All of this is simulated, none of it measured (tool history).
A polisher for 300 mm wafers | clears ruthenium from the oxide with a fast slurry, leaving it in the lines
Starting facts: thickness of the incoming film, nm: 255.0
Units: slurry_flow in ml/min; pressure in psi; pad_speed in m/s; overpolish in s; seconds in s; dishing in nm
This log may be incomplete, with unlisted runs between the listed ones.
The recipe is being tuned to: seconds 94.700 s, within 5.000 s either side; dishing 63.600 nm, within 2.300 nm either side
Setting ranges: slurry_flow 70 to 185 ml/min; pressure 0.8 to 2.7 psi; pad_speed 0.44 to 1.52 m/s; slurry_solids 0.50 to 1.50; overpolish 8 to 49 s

run  hour  slurry_flow  pressure  pad_speed  slurry_solids  overpolish  seconds  dishing
  1   0.0          120       1.7       0.98           1.00          25  112.800   41.545
  2   1.2          120       1.4       0.98           1.00          25  133.120   35.663
  3   1.9          120       1.2       0.98           1.00          25  154.170   31.658
  4  10.3          105       1.2       0.98           1.00          25  162.480   30.511
  5  18.9          105       1.2       0.86           1.00          25  180.930   26.823
  6  24.7          110       1.5       0.88           0.95          28  148.900   36.142
  7  31.7          130       2.0       0.88           0.90          33  112.410   51.654
  8  37.5          130       2.1       0.88           0.90          34  107.920   54.357

Which one of the following 5 next-run settings gets every result inside its allowed miss? There is exactly one.
  A  43.3           85       2.5       0.94           0.90          25        ?        ?
  B  43.3          150       2.0       0.84           0.95          45        ?        ?
  C  43.3           75       1.6       1.24           1.10          37        ?        ?
  D  43.3          120       2.1       0.94           1.00          38        ?        ?
  E  43.3          130       2.2       0.98           0.75          42        ?        ?

move  seconds  dishing
   A   97.924   46.580
   B  112.270   64.504
   C  106.380   58.550
   D   97.616   63.260
   E  110.590   62.215
A: further off than the last run
B: puts the biggest miss on target and leaves a different result outside tolerance
C: nearer than the last run, and not there yet
D: in spec on every target
E: puts the biggest miss on target and leaves a different result outside tolerance
Move D is the one to make.
